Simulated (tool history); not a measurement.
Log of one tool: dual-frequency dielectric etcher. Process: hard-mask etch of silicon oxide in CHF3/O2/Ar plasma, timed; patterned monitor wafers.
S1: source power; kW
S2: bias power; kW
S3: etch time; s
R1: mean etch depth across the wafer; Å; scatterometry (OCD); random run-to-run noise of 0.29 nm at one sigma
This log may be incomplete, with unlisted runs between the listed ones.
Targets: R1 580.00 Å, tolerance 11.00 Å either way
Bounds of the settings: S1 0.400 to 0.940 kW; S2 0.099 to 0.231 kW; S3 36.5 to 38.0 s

run 1 hour=0.0 | S1=0.670 S2=0.165 S3=36.5 | R1=656.98
run 2 hour=6.1 | S1=0.610 S2=0.162 S3=36.5 | R1=617.84
run 3 hour=14.7 | S1=0.590 S2=0.161 S3=36.5 | R1=601.63
run 4 hour=23.3 | S1=0.580 S2=0.161 S3=36.5 | R1=598.37
-- hour=27.9 wet clean of the chamber
run 5 hour=27.9 | S1=0.580 S2=0.174 S3=36.5 | R1=619.09
run 6 hour=36.5 | S1=0.580 S2=0.174 S3=36.5 | R1=619.55
run 7 hour=45.4 | S1=0.460 S2=0.168 S3=36.5 | R1=514.89
run 8 hour=52.9 | S1=0.490 S2=0.168 S3=36.5 | R1=545.77
run 9 hour=56.4 | S1=0.510 S2=0.168 S3=36.5 | R1=559.74
run 10 hour=62.3 | S1=0.560 S2=0.170 S3=36.5 | R1=599.51
run 11 hour=70.6 | S1=0.550 S2=0.170 S3=36.5 | R1=599.94

Which one of the following 4 next-run settings gets every result inside its allowed miss? There is exactly one.
run A hour=78.9 | S1=0.540 S2=0.182 S3=37.5 | R1=?
run B hour=78.9 | S1=0.590 S2=0.141 S3=37.5 | R1=?
run C hour=78.9 | S1=0.530 S2=0.177 S3=36.5 | R1=?
run D hour=78.9 | S1=0.490 S2=0.149 S3=38.0 | R1=?

move=A R1=616.53
move=B R1=611.73
move=C R1=587.48
move=D R1=550.00
A: its largest miss is bigger than the last run's
B: its largest miss is bigger than the last run's
C: all results land within tolerance of their targets
D: carries the result that was furthest off beyond its target, to the other side
So the answer is move C, the one that meets all the targets.

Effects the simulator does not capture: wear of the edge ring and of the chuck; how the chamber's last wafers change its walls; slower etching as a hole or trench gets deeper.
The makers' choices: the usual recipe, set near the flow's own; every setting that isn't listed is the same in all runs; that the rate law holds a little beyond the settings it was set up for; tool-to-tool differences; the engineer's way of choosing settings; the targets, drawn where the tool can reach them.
